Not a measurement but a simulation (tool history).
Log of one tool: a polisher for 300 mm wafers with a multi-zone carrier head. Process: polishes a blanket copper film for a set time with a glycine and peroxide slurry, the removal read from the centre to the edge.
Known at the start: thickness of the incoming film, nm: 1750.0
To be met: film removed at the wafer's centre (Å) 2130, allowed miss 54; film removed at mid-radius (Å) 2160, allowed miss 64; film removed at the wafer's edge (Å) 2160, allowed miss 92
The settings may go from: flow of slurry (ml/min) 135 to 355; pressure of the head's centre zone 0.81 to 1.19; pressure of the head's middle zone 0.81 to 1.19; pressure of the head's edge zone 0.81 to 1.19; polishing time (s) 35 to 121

run	hour	flow of slurry (ml/min)	pressure of the head's centre zone	pressure of the head's middle zone	pressure of the head's edge zone	polishing time (s)	film removed at the wafer's centre (Å)	film removed at mid-radius (Å)	film removed at the wafer's edge (Å)
1	0	225	1	1	1	78	2794.6	3030.8	2994.6
2	8.8	225	1	1.04	1	78	2762.5	3086.4	2981.7
3	14.4	220	1	1.01	0.97	74	2643.7	2838.8	2774
4	20.2	220	1.03	1.01	0.97	74	2735.9	2851.3	2793.6
# hour 23.2: centre zone pressure recalibrated
5	23.2	220	1.03	1.01	0.94	74	2879.5	2816.6	2734.2
6	27.3	220	1.11	1.01	0.94	74	3161.7	2846.5	2733.2
7	28.7	215	1.07	1	0.92	71	2885.7	2724.4	2573.7
8	32.2	205	1.04	0.97	0.91	69	2713.2	2573.2	2466.7
9	34.6	165	0.94	0.87	0.83	64	2180.1	2109.2	2159.3

4 next moves are on the table. One of them brings every result within its allowed miss. Which?
A	37	155	0.92	0.91	0.82	64	?	?	?
B	37	170	0.97	0.87	0.81	61	?	?	?
C	37	135	0.97	0.81	0.89	66	?	?	?
D	37	135	1.03	0.91	0.88	63	?	?	?

move	film removed at the wafer's centre (Å)	film removed at mid-radius (Å)	film removed at the wafer's edge (Å)
A	2127.2	2164.7	2134.7
B	2174.8	2017.8	2047.5
C	2247.7	1977.3	2245.7
D	2280.9	2076.5	2129.7
A: meets every target
B: brings the result that was furthest off to its target, and leaves another outside
C: further off than the last run
D: further off than the last run
The right move is A.
